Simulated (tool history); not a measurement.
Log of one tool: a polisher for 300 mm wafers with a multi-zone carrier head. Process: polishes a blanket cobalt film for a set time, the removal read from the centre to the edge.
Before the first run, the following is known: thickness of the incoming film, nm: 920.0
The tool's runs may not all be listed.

| run | hour | flow of slurry (ml/min) | pressure of the head's centre zone | pressure of the head's middle zone | pressure of the head's edge zone | polishing time (s) | film removed at the wafer's centre (nm) | film removed at mid-radius (nm) | film removed at the wafer's edge (nm) |
|---|---|---|---|---|---|---|---|---|---|
| 1 | 0 | 245 | 1 | 1 | 1 | 84 | 201.34 | 204.72 | 203.75 |
| 2 | 3.5 | 185 | 1 | 1 | 1 | 84 | 185.53 | 192.72 | 196.89 |
| 3 | 5 | 195 | 1.01 | 0.99 | 1.05 | 94 | 216.89 | 211.13 | 225.29 |
| 4 | 7.2 | 195 | 1.01 | 0.95 | 1.05 | 94 | 213.77 | 207.71 | 221.94 |
| 5 | 10.7 | 200 | 1 | 0.98 | 1.09 | 101 | 231.82 | 235.85 | 242.59 |
| 6 | 11.2 | 190 | 0.99 | 0.94 | 1.12 | 109 | 243.19 | 234.89 | 270.18 |
| 7 | 12.1 | 215 | 0.99 | 0.94 | 1.14 | 112 | 263.34 | 258.87 | 283.49 |

What does the tool deliver on the next run?
|  | 18.8 | slurry nozzle cleaned |
| 8 | 18.8 | 215 | 0.99 | 0.94 | 1.14 | 112 | ? | ? | ? |

Logged for run 8: film removed at the wafer's centre (nm) 273.39, film removed at mid-radius (nm) 260.97, film removed at the wafer's edge (nm) 294.82.
